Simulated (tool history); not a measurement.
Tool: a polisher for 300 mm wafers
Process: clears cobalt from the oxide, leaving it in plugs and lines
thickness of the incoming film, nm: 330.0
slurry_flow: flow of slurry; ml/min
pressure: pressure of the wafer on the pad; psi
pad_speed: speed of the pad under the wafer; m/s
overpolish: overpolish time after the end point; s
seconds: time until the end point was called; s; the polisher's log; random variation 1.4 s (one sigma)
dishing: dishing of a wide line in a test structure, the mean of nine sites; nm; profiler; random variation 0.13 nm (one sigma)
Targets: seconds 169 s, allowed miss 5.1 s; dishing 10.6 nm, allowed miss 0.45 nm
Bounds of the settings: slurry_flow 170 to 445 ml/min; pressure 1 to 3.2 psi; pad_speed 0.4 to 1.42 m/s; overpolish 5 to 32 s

run  hour  slurry_flow  pressure  pad_speed  overpolish  seconds  dishing
  1     0          285       2.1        0.9          16   73.469   42.957
  2     6          285       2.1        0.9          10   73.624   32.296
  3     9          245       2.1        0.9          10   73.582   31.356
  4  17.6          245       2.1        0.9          14   74.523   39.451
  5  24.3          245       2.1        0.9          21   75.091   49.399
  6  27.2          235         2       0.84          19   81.456   45.627
  7  31.1          225       1.8       0.78          17   96.278   37.951
  8  31.9          215       1.7       0.74          15   105.18   33.113
  9  32.5          210       1.6        0.7          13   117.75    28.03
 10  35.3          205       1.5       0.68          12   127.56   24.268
 11  38.2          200       1.4       0.66          11   138.07   21.484
 12  45.8          195       1.3       0.66          10   146.93    18.84
 13  51.8          190       1.3       0.66           9   148.14   17.485
 14  58.3          170       1.1       0.56           5   192.68   7.8972

Which of these 5 next moves meets every target?
  A  64.8          170       1.2       0.54           6        ?        ?
  B  64.8          210       1.1        0.6           6        ?        ?
  C  64.8          210       1.2        0.6           6        ?        ?
  D  64.8          170       1.2       0.62           7        ?        ?
  E  64.8          185       1.2       0.56           7        ?        ?

move  seconds  dishing
   A   185.07   9.4886
   B   179.69   9.7509
   C   167.19   10.418
   D    166.8   12.014
   E   178.45   11.303
A: nearer than the last run, and not there yet
B: nearer than the last run, and not there yet
C: meets every target
D: takes the result that was furthest off past its target
E: takes the result that was furthest off past its target
Move C is the one to make.

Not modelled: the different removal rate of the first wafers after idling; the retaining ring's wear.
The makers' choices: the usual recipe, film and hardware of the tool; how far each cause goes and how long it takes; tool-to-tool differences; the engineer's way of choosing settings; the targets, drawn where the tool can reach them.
